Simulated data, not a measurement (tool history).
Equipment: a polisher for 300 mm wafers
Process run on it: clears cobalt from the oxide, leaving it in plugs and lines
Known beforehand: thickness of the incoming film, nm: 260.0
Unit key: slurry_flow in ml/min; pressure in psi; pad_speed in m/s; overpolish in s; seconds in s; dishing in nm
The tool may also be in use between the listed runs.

Run 1, hour 0: slurry_flow 155 ml/min, pressure 2.1 psi, pad_speed 0.98 m/s, overpolish 11 s. Result: seconds 44.444 s, dishing 49.476 nm.
Run 2, hour 5.7: slurry_flow 155 ml/min, pressure 2.4 psi, pad_speed 0.98 m/s, overpolish 11 s. Result: seconds 40.424 s, dishing 51.368 nm.
Run 3, hour 14.5: slurry_flow 155 ml/min, pressure 2 psi, pad_speed 0.98 m/s, overpolish 11 s. Result: seconds 45.369 s, dishing 46.985 nm.
Run 4, hour 22.4: slurry_flow 155 ml/min, pressure 2 psi, pad_speed 0.98 m/s, overpolish 6 s. Result: seconds 46.645 s, dishing 30.158 nm.
Run 5, hour 26.2: slurry_flow 160 ml/min, pressure 2.1 psi, pad_speed 0.98 m/s, overpolish 6 s. Result: seconds 44.764 s, dishing 30.254 nm.
Run 6, hour 31.4: slurry_flow 165 ml/min, pressure 2.2 psi, pad_speed 0.98 m/s, overpolish 6 s. Result: seconds 41.587 s, dishing 31.581 nm.
Run 7, hour 39: slurry_flow 175 ml/min, pressure 2.2 psi, pad_speed 0.98 m/s, overpolish 6 s. Result: seconds 41.18 s, dishing 32.112 nm.
Run 8, hour 41.6: slurry_flow 185 ml/min, pressure 2.2 psi, pad_speed 0.98 m/s, overpolish 6 s. Result: seconds 40.911 s, dishing 31.354 nm.
Run 9, hour 50.5: slurry_flow 190 ml/min, pressure 2.3 psi, pad_speed 0.98 m/s, overpolish 6 s. Result: seconds 40.642 s, dishing 32.529 nm.
Run 10, hour 55: slurry_flow 190 ml/min, pressure 2.4 psi, pad_speed 0.98 m/s, overpolish 6 s. Result: seconds 38.211 s, dishing 33.903 nm.
Run 11, hour 61.1: slurry_flow 195 ml/min, pressure 2.5 psi, pad_speed 0.98 m/s, overpolish 5 s. Result: seconds 36.932 s, dishing 30.26 nm.
Run 12, hour 62.8: slurry_flow 195 ml/min, pressure 2.5 psi, pad_speed 0.98 m/s, overpolish 5 s. Result: seconds 37.16 s, dishing 29.246 nm.
Run 13, hour 70.7: slurry_flow 195 ml/min, pressure 2.5 psi, pad_speed 0.98 m/s, overpolish 5 s. Result: seconds 35.881 s, dishing 29.391 nm.
Run 14, hour 73.7: slurry_flow 195 ml/min, pressure 2.5 psi, pad_speed 1 m/s, overpolish 5 s. Result: seconds 36.534 s, dishing 29.934 nm.
Run 15, hour 77.5: slurry_flow 205 ml/min, pressure 2.6 psi, pad_speed 1 m/s, overpolish 6 s. Result: seconds 35.384 s, dishing 36.336 nm.
Run 16, hour 84.7: slurry_flow 200 ml/min, pressure 2.6 psi, pad_speed 1 m/s, overpolish 6 s. Result: seconds 36.032 s, dishing 36.285 nm.
Run 17, hour 86: slurry_flow 215 ml/min, pressure 2.6 psi, pad_speed 1 m/s, overpolish 3 s. Result: seconds 34.529 s, dishing 20.164 nm.
Run 18, hour 90.2: slurry_flow 200 ml/min, pressure 2.6 psi, pad_speed 1 m/s, overpolish 3 s. Result: seconds 35.616 s, dishing 20.757 nm.

Run 19 is up next; what results do you expect?
Run 19, hour 96.6: slurry_flow 205 ml/min, pressure 2.5 psi, pad_speed 1.02 m/s, overpolish 3 s. Result: seconds ?, dishing ?.

{"run 19": {"seconds": 35.301, "dishing": 19.907}}
